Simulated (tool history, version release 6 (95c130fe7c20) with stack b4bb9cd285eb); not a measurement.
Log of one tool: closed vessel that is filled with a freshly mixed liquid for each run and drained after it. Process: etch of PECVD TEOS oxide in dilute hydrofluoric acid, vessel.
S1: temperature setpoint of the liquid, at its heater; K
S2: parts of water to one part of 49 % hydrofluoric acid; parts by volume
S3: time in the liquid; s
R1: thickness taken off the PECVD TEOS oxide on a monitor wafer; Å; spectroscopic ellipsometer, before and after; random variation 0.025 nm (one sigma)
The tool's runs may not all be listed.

run	day	S1	S2	S3	R1
1	0	298.15	135	75	91.17
2	0.354	298.15	115	75	109.37
3	0.621	295.65	120	75	94.191
4	0.825	295.65	120	75	93.803
5	1.1	294.15	120	75	89.292
6	1.35	293.15	120	75	84.957

The next listed run, before its measurement:
7	1.542	292.15	120	75	?

Run 7 gave R1 81.641 Å.
